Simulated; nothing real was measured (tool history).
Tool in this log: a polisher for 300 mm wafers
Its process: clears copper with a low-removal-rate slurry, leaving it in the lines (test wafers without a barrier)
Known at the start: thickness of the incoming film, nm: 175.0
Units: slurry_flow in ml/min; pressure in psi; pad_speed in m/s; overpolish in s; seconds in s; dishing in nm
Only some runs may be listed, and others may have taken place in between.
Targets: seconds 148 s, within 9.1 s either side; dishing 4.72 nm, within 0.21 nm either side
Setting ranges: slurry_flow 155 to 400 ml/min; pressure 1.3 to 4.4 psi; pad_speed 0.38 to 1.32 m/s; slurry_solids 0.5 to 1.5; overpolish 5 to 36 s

run 1 hour=0 | slurry_flow=255 pressure=2.8 pad_speed=0.84 slurry_solids=1 overpolish=18 | seconds=72.111 dishing=31.104
run 2 hour=6.8 | slurry_flow=245 pressure=2.4 pad_speed=0.72 slurry_solids=0.95 overpolish=15 | seconds=99.496 dishing=20.299
run 3 hour=7.9 | slurry_flow=245 pressure=3.1 pad_speed=0.72 slurry_solids=0.95 overpolish=15 | seconds=76.244 dishing=25.669
run 4 hour=12.4 | slurry_flow=245 pressure=3.1 pad_speed=0.72 slurry_solids=0.75 overpolish=15 | seconds=80.656 dishing=25.252
run 5 hour=14.9 | slurry_flow=220 pressure=2.6 pad_speed=0.62 slurry_solids=0.95 overpolish=12 | seconds=101.6 dishing=15.329
run 6 hour=22 | slurry_flow=220 pressure=2.6 pad_speed=0.62 slurry_solids=0.95 overpolish=8 | seconds=101.21 dishing=10.492
run 7 hour=24.5 | slurry_flow=205 pressure=2.3 pad_speed=0.58 slurry_solids=1.1 overpolish=7 | seconds=121.03 dishing=7.664
run 8 hour=28.9 | slurry_flow=205 pressure=2.2 pad_speed=0.58 slurry_solids=1.2 overpolish=7 | seconds=123.27 dishing=7.6622
run 9 hour=32.2 | slurry_flow=190 pressure=2.1 pad_speed=0.58 slurry_solids=1.3 overpolish=6 | seconds=135.47 dishing=6.1969
run 10 hour=35.1 | slurry_flow=180 pressure=2.1 pad_speed=0.58 slurry_solids=1.35 overpolish=6 | seconds=129.12 dishing=6.2049
run 11 hour=38.1 | slurry_flow=155 pressure=1.3 pad_speed=0.58 slurry_solids=1.5 overpolish=5 | seconds=208.88 dishing=3.3451

Which of these 4 next moves meets every target?
run A hour=41.1 | slurry_flow=165 pressure=1.5 pad_speed=0.64 slurry_solids=1.5 overpolish=5 | seconds=? dishing=?
run B hour=41.1 | slurry_flow=160 pressure=1.8 pad_speed=0.72 slurry_solids=1.5 overpolish=5 | seconds=? dishing=?
run C hour=41.1 | slurry_flow=155 pressure=1.3 pad_speed=0.38 slurry_solids=1.45 overpolish=5 | seconds=? dishing=?
run D hour=41.1 | slurry_flow=175 pressure=1.4 pad_speed=0.8 slurry_solids=1.3 overpolish=5 | seconds=? dishing=?

move=A seconds=165.65 dishing=4.2054
move=B seconds=124.75 dishing=5.5589
move=C seconds=314.52 dishing=2.2336
move=D seconds=144.76 dishing=4.7959
A: closer than the last run, but not yet in spec
B: takes the result that was furthest off past its target
C: misses by more than the last run did
D: every result lands within tolerance
So the answer is move D, the one that meets all the targets.

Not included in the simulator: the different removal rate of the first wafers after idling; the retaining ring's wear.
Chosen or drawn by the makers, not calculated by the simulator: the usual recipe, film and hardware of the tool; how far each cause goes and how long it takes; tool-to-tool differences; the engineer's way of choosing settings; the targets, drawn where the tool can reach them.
